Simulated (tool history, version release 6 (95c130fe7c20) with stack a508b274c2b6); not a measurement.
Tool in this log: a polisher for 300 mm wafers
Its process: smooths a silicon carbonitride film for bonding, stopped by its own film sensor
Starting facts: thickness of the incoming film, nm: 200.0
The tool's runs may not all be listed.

run,hour,flow of slurry (ml/min),pressure of the wafer on the pad (kPa),speed of the pad under the wafer (cm/s),abrasive content of the slurry,target thickness at which the film sensor stops the polish (Å),time until the film sensor stopped the polish (s)
1,0,245,10.3,80,1,1900,62.432
2,7.6,245,10.3,80,1.2,1900,57.239
3,15.7,245,11,80,1.2,1900,54.286
4,22.3,245,12.4,80,1.2,1900,48.347
# hour 27.2: worn pad replaced by a new one
5,27.2,245,13.1,80,1.2,1900,42.06
6,35.7,265,13.1,80,1.2,1900,40.687
7,41.2,270,13.1,80,1.2,1900,41.305
8,42.6,275,13.1,80,1.2,1900,41.772
9,46.2,280,13.1,80,1.2,1900,40.341

What does the tool deliver on the next run?
10,47,280,13.1,80,1.2,1900,?

time until the film sensor stopped the polish (s): 42.341

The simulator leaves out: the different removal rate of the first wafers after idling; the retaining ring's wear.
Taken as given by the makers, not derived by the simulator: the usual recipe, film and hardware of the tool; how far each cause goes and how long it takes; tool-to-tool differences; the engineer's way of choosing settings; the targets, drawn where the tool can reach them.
